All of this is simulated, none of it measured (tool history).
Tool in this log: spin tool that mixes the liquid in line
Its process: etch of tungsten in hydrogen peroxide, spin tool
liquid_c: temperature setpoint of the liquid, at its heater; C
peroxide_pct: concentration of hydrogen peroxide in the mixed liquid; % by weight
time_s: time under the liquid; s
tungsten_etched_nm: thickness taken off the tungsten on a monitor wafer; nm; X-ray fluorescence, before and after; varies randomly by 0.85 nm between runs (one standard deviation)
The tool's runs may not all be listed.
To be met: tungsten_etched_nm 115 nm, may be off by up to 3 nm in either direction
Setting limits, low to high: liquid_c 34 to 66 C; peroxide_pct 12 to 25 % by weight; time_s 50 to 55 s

| run | hour | liquid_c | peroxide_pct | time_s | tungsten_etched_nm |
|---|---|---|---|---|---|
| 1 | 0 | 50 | 17 | 50 | 76.429 |
| 2 | 7 | 50 | 17 | 50 | 77.851 |
| 3 | 14.7 | 51.5 | 17 | 50 | 84.825 |
| 4 | 19.2 | 53 | 17 | 50 | 92.959 |
| 5 | 20.7 | 54 | 17 | 50 | 97.626 |
| 6 | 24.9 | 54 | 14.5 | 50 | 89.938 |
| 7 | 32.2 | 55 | 14.5 | 50 | 96.769 |
| 8 | 33 | 56 | 14.5 | 50 | 102.26 |
| 9 | 36.5 | 56.5 | 14.5 | 50 | 105.7 |
| 10 | 44.4 | 57 | 14.5 | 50 | 107.71 |
| 11 | 46.4 | 57.5 | 14.5 | 50 | 111.43 |

Which of these 4 next moves meets every target?
| A | 48.4 | 57 | 12 | 55 | ? |
| B | 48.4 | 58 | 15 | 50 | ? |
| C | 48.4 | 57.5 | 13 | 50 | ? |
| D | 48.4 | 55 | 15 | 55 | ? |

| move | tungsten_etched_nm |
|---|---|
| A | 107.65 |
| B | 115.99 |
| C | 104.88 |
| D | 106.98 |
A: the biggest miss grows against the last run
B: all results in spec
C: the biggest miss grows against the last run
D: the biggest miss grows against the last run
So the answer is move B, the one that meets all the targets.
